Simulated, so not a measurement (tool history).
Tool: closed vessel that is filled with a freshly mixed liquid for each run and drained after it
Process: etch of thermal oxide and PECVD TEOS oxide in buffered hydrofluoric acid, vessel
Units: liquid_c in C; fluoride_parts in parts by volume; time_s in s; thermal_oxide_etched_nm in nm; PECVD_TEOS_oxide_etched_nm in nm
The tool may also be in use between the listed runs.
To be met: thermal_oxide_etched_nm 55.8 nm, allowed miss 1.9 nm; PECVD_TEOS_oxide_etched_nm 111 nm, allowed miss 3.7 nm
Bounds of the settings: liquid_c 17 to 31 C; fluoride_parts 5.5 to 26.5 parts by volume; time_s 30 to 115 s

Run 1, hour 0: liquid_c 23 C, fluoride_parts 16 parts by volume, time_s 60 s. Result: thermal_oxide_etched_nm 42.127 nm, PECVD_TEOS_oxide_etched_nm 85.375 nm.
Run 2, hour 7.5: liquid_c 25 C, fluoride_parts 16 parts by volume, time_s 60 s. Result: thermal_oxide_etched_nm 48.308 nm, PECVD_TEOS_oxide_etched_nm 95.47 nm.
Run 3, hour 15.4: liquid_c 25 C, fluoride_parts 19.5 parts by volume, time_s 60 s. Result: thermal_oxide_etched_nm 39.128 nm, PECVD_TEOS_oxide_etched_nm 79.213 nm.
Run 4, hour 19.7: liquid_c 26.5 C, fluoride_parts 19.5 parts by volume, time_s 60 s. Result: thermal_oxide_etched_nm 42.642 nm, PECVD_TEOS_oxide_etched_nm 85.163 nm.
Run 5, hour 27.6: liquid_c 24.5 C, fluoride_parts 19.5 parts by volume, time_s 60 s. Result: thermal_oxide_etched_nm 38.822 nm, PECVD_TEOS_oxide_etched_nm 75.361 nm.
Run 6, hour 29.7: liquid_c 24.5 C, fluoride_parts 16.5 parts by volume, time_s 60 s. Result: thermal_oxide_etched_nm 44.837 nm, PECVD_TEOS_oxide_etched_nm 90.762 nm.
At hour 31.2: hydrofluoric acid flow meter replaced.
Run 7, hour 31.2: liquid_c 25.5 C, fluoride_parts 16.5 parts by volume, time_s 60 s. Result: thermal_oxide_etched_nm 44.457 nm, PECVD_TEOS_oxide_etched_nm 88.109 nm.
Run 8, hour 33.8: liquid_c 26 C, fluoride_parts 15.5 parts by volume, time_s 60 s. Result: thermal_oxide_etched_nm 48.54 nm, PECVD_TEOS_oxide_etched_nm 97.23 nm.
Run 9, hour 38.8: liquid_c 27 C, fluoride_parts 15.5 parts by volume, time_s 60 s. Result: thermal_oxide_etched_nm 51.107 nm, PECVD_TEOS_oxide_etched_nm 100.35 nm.

4 next moves are on the table. One of them brings every result within its allowed miss. Which?
Run A, hour 43.8: liquid_c 23.5 C, fluoride_parts 17.5 parts by volume, time_s 70 s. Result: thermal_oxide_etched_nm ?, PECVD_TEOS_oxide_etched_nm ?.
Run B, hour 43.8: liquid_c 27.5 C, fluoride_parts 12 parts by volume, time_s 50 s. Result: thermal_oxide_etched_nm ?, PECVD_TEOS_oxide_etched_nm ?.
Run C, hour 43.8: liquid_c 25.5 C, fluoride_parts 17 parts by volume, time_s 65 s. Result: thermal_oxide_etched_nm ?, PECVD_TEOS_oxide_etched_nm ?.
Run D, hour 43.8: liquid_c 28.5 C, fluoride_parts 13.5 parts by volume, time_s 45 s. Result: thermal_oxide_etched_nm ?, PECVD_TEOS_oxide_etched_nm ?.

move  thermal_oxide_etched_nm  PECVD_TEOS_oxide_etched_nm
   A                   43.712                        86.6
   B                   56.132                      111.21
   C                   46.575                      92.272
   D                   47.484                      94.073
A: further off than the last run
B: meets every target
C: further off than the last run
D: further off than the last run
The right move is B.
